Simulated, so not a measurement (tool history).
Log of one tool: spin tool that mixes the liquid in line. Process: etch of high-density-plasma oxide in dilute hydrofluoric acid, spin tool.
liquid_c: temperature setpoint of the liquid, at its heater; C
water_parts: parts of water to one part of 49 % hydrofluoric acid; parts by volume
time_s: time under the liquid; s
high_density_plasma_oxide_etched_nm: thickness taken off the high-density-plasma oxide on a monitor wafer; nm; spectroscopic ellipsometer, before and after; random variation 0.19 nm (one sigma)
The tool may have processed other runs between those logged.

run  hour  liquid_c  water_parts  time_s  high_density_plasma_oxide_etched_nm
  1   0.0      23.0          100     310                               33.590
  2   6.6      21.5          105     310                               30.154
  3  14.2      20.5          110     310                               27.719
  4  19.4      20.0          115     310                               25.511
  5  25.2      20.0           95     310                               31.212
  6  27.6      17.5           95     310                               28.568
  7  33.5      17.5          105     310                               25.514
  8  37.1      17.5          105     310                               25.605
  9  45.0      17.5          110     310                               24.619
 10  50.0      17.5          115     310                               23.363
 11  55.3      17.5          120     310                               22.240

Estimate the outcome of run 12 from the log above:
 12  56.6      17.0          125     310                                    ?

high_density_plasma_oxide_etched_nm: 20.857 nm
